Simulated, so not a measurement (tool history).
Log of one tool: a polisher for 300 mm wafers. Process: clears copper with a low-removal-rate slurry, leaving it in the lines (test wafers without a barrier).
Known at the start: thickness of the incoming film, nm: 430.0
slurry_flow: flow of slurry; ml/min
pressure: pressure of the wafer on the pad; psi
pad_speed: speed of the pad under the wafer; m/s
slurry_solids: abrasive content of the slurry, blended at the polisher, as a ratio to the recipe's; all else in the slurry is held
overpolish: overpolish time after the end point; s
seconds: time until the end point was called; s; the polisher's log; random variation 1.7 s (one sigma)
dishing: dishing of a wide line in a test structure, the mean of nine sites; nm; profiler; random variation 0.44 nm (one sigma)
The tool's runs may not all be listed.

{"run": 1, "hour": 0.0, "slurry_flow": 215, "pressure": 4.0, "pad_speed": 0.92, "slurry_solids": 1.0, "overpolish": 25, "seconds": 147.05, "dishing": 35.041}
{"run": 2, "hour": 1.4, "slurry_flow": 215, "pressure": 4.0, "pad_speed": 0.92, "slurry_solids": 1.0, "overpolish": 20, "seconds": 146.66, "dishing": 30.653}
{"run": 3, "hour": 9.6, "slurry_flow": 215, "pressure": 4.0, "pad_speed": 0.92, "slurry_solids": 0.85, "overpolish": 20, "seconds": 149.82, "dishing": 30.685}
{"run": 4, "hour": 11.0, "slurry_flow": 215, "pressure": 4.0, "pad_speed": 0.98, "slurry_solids": 0.95, "overpolish": 17, "seconds": 136.79, "dishing": 29.355}
{"hour": 16.4, "done": "slurry blender recalibrated"}
{"run": 5, "hour": 16.4, "slurry_flow": 200, "pressure": 3.7, "pad_speed": 1.08, "slurry_solids": 1.05, "overpolish": 15, "seconds": 129.03, "dishing": 27.381}
{"run": 6, "hour": 20.0, "slurry_flow": 200, "pressure": 3.7, "pad_speed": 1.08, "slurry_solids": 1.05, "overpolish": 22, "seconds": 133.28, "dishing": 33.967}
{"run": 7, "hour": 21.2, "slurry_flow": 205, "pressure": 3.8, "pad_speed": 1.08, "slurry_solids": 1.15, "overpolish": 18, "seconds": 120.29, "dishing": 30.994}
{"run": 8, "hour": 22.1, "slurry_flow": 190, "pressure": 3.6, "pad_speed": 1.12, "slurry_solids": 1.25, "overpolish": 15, "seconds": 127.56, "dishing": 27.921}

The next listed run, before its measurement:
{"run": 9, "hour": 27.6, "slurry_flow": 130, "pressure": 3.4, "pad_speed": 1.38, "slurry_solids": 1.5, "overpolish": 8, "seconds": "?", "dishing": "?"}

seconds: 114.26 s
dishing: 19.919 nm
